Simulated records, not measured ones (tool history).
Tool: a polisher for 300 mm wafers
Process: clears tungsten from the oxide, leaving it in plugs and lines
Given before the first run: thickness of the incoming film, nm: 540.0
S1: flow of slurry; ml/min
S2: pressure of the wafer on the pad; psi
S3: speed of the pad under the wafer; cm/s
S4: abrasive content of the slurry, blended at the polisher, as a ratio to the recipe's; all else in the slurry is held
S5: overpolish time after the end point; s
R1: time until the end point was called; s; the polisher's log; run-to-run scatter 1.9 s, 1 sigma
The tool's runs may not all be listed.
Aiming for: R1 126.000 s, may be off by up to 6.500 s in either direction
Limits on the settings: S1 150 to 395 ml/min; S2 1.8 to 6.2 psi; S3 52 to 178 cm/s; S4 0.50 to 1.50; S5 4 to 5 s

Run 1, day 0.000: S1 250 ml/min, S2 4.0 psi, S3 114 cm/s, S4 1.00, S5 5 s. Result: R1 96.205 s.
Run 2, day 0.254: S1 250 ml/min, S2 4.0 psi, S3 114 cm/s, S4 1.00, S5 4 s. Result: R1 95.651 s.
Run 3, day 0.300: S1 250 ml/min, S2 3.8 psi, S3 114 cm/s, S4 1.00, S5 4 s. Result: R1 102.880 s.
Run 4, day 0.446: S1 250 ml/min, S2 3.8 psi, S3 114 cm/s, S4 1.00, S5 5 s. Result: R1 101.380 s.
Run 5, day 0.546: S1 250 ml/min, S2 3.8 psi, S3 114 cm/s, S4 0.85, S5 5 s. Result: R1 103.970 s.
Run 6, day 0.758: S1 250 ml/min, S2 3.6 psi, S3 114 cm/s, S4 0.85, S5 5 s. Result: R1 109.500 s.
Run 7, day 0.842: S1 250 ml/min, S2 3.5 psi, S3 114 cm/s, S4 0.85, S5 5 s. Result: R1 112.440 s.
Run 8, day 1.133: S1 250 ml/min, S2 3.4 psi, S3 114 cm/s, S4 0.85, S5 5 s. Result: R1 118.190 s.

Of the 5 settings listed for the next run, only one would bring every result within its allowed miss of target. Which one?
Run A, day 1.425: S1 205 ml/min, S2 2.7 psi, S3 144 cm/s, S4 1.10, S5 5 s. Result: R1 ?.
Run B, day 1.425: S1 240 ml/min, S2 4.5 psi, S3 94 cm/s, S4 0.85, S5 5 s. Result: R1 ?.
Run C, day 1.425: S1 275 ml/min, S2 3.5 psi, S3 94 cm/s, S4 0.70, S5 5 s. Result: R1 ?.
Run D, day 1.425: S1 270 ml/min, S2 3.3 psi, S3 108 cm/s, S4 0.80, S5 5 s. Result: R1 ?.
Run E, day 1.425: S1 255 ml/min, S2 3.0 psi, S3 104 cm/s, S4 0.80, S5 5 s. Result: R1 ?.

move       R1
   A  113.850
   B  107.390
   C  138.860
   D  126.320
   E  144.490
A: misses by more than the last run did
B: misses by more than the last run did
C: pushes the last run's worst result past its target
D: hits every target within its allowed miss
E: pushes the last run's worst result past its target
The right move is D.
